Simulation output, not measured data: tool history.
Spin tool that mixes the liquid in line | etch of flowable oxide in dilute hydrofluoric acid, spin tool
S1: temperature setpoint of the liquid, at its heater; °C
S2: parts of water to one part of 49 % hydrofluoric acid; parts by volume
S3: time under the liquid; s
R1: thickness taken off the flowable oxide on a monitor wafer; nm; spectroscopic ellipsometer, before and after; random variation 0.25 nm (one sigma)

run,day,S1,S2,S3,R1
1,0.000,23.0,240,55,9.8139
2,0.371,25.5,185,55,14.9770
3,0.671,27.0,160,55,18.8270
4,0.721,27.0,215,55,13.1190
5,0.804,27.0,215,55,13.1390
6,1.092,27.0,215,60,14.4080
7,1.358,28.0,185,60,17.8880
8,1.675,29.0,165,60,21.1150
9,1.975,29.5,150,60,24.5670
10,2.254,30.0,145,60,25.8080

The next listed run, before its measurement:
11,2.446,31.0,130,60,?

R1: 30.1680 nm

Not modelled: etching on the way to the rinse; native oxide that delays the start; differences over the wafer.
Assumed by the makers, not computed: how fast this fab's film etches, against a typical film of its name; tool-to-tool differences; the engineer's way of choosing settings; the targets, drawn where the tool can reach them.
